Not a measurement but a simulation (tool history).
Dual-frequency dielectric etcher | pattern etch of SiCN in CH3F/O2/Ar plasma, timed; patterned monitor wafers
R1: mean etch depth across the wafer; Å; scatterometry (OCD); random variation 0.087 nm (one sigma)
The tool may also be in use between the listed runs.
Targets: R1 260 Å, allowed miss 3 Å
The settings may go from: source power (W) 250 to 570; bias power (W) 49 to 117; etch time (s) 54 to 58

Run 1, day 0: source power (W) 410, bias power (W) 83, etch time (s) 58. Result: R1 227.63 Å.
Run 2, day 0.233: source power (W) 410, bias power (W) 83, etch time (s) 54. Result: R1 211.81 Å.
Run 3, day 0.492: source power (W) 440, bias power (W) 86, etch time (s) 54. Result: R1 219.35 Å.
Run 4, day 0.729: source power (W) 440, bias power (W) 86, etch time (s) 58. Result: R1 235.19 Å.
Run 5, day 0.879: source power (W) 440, bias power (W) 86, etch time (s) 54. Result: R1 219.01 Å.
Run 6, day 1.004: source power (W) 400, bias power (W) 86, etch time (s) 54. Result: R1 213.14 Å.
Run 7, day 1.312: source power (W) 440, bias power (W) 90, etch time (s) 54. Result: R1 223.85 Å.
Run 8, day 1.367: source power (W) 470, bias power (W) 93, etch time (s) 54. Result: R1 231.1 Å.
Run 9, day 1.488: source power (W) 490, bias power (W) 96, etch time (s) 54. Result: R1 236.38 Å.
Run 10, day 1.833: source power (W) 510, bias power (W) 99, etch time (s) 54. Result: R1 241.21 Å.
Run 11, day 2.054: source power (W) 520, bias power (W) 101, etch time (s) 54. Result: R1 245.9 Å.

4 next moves are on the table. One of them brings every result within its allowed miss. Which?
Run A, day 2.275: source power (W) 450, bias power (W) 84, etch time (s) 56.5. Result: R1 ?.
Run B, day 2.275: source power (W) 480, bias power (W) 103, etch time (s) 58. Result: R1 ?.
Run C, day 2.275: source power (W) 480, bias power (W) 117, etch time (s) 54. Result: R1 ?.
Run D, day 2.275: source power (W) 540, bias power (W) 88, etch time (s) 54. Result: R1 ?.

move      R1
   A  229.49
   B   261.1
   C  256.49
   D  235.51
A: further off than the last run
B: meets every target
C: nearer than the last run, and not there yet
D: further off than the last run
Move B is the one to make.
